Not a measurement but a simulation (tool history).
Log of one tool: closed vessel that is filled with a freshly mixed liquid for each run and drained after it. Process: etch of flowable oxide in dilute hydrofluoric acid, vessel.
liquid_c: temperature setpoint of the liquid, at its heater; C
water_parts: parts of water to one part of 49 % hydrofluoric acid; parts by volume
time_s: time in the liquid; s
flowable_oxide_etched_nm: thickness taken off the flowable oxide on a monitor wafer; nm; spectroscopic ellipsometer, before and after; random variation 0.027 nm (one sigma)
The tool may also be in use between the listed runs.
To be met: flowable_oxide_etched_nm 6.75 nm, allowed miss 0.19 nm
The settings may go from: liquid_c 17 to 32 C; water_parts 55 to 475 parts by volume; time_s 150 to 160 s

run 1 hour=0 | liquid_c=24 water_parts=265 time_s=150 | flowable_oxide_etched_nm=11.293
run 2 hour=2.8 | liquid_c=23 water_parts=275 time_s=150 | flowable_oxide_etched_nm=10.456
run 3 hour=9 | liquid_c=23 water_parts=365 time_s=150 | flowable_oxide_etched_nm=7.2732
run 4 hour=10.3 | liquid_c=23 water_parts=450 time_s=150 | flowable_oxide_etched_nm=5.4573
run 5 hour=13 | liquid_c=23 water_parts=475 time_s=150 | flowable_oxide_etched_nm=5.0329
run 6 hour=14.7 | liquid_c=20.5 water_parts=475 time_s=150 | flowable_oxide_etched_nm=4.6562
run 7 hour=16.5 | liquid_c=22 water_parts=470 time_s=150 | flowable_oxide_etched_nm=4.9778
run 8 hour=22.4 | liquid_c=23.5 water_parts=465 time_s=150 | flowable_oxide_etched_nm=5.2945
run 9 hour=24 | liquid_c=24.5 water_parts=465 time_s=150 | flowable_oxide_etched_nm=5.4888
run 10 hour=26 | liquid_c=25.5 water_parts=465 time_s=150 | flowable_oxide_etched_nm=5.6311
run 11 hour=28.6 | liquid_c=26.5 water_parts=465 time_s=150 | flowable_oxide_etched_nm=5.7918
run 12 hour=33 | liquid_c=27 water_parts=465 time_s=150 | flowable_oxide_etched_nm=5.8495
run 13 hour=37.3 | liquid_c=27.5 water_parts=465 time_s=150 | flowable_oxide_etched_nm=5.9925
run 14 hour=41.4 | liquid_c=28 water_parts=465 time_s=150 | flowable_oxide_etched_nm=6.0793
run 15 hour=43.1 | liquid_c=28.5 water_parts=465 time_s=150 | flowable_oxide_etched_nm=6.1573
run 16 hour=45.6 | liquid_c=29 water_parts=465 time_s=150 | flowable_oxide_etched_nm=6.2574
run 17 hour=49.1 | liquid_c=29.5 water_parts=465 time_s=150 | flowable_oxide_etched_nm=6.3796

4 next moves are on the table. One of them brings every result within its allowed miss. Which?
run A hour=52.6 | liquid_c=32 water_parts=475 time_s=160 | flowable_oxide_etched_nm=?
run B hour=52.6 | liquid_c=32 water_parts=465 time_s=150 | flowable_oxide_etched_nm=?
run C hour=52.6 | liquid_c=25.5 water_parts=405 time_s=160 | flowable_oxide_etched_nm=?
run D hour=52.6 | liquid_c=28 water_parts=420 time_s=155 | flowable_oxide_etched_nm=?

move=A flowable_oxide_etched_nm=7.1033
move=B flowable_oxide_etched_nm=6.8692
move=C flowable_oxide_etched_nm=7.3184
move=D flowable_oxide_etched_nm=7.2923
A: takes the result that was furthest off past its target
B: meets every target
C: takes the result that was furthest off past its target
D: takes the result that was furthest off past its target
Move B is the one to make.
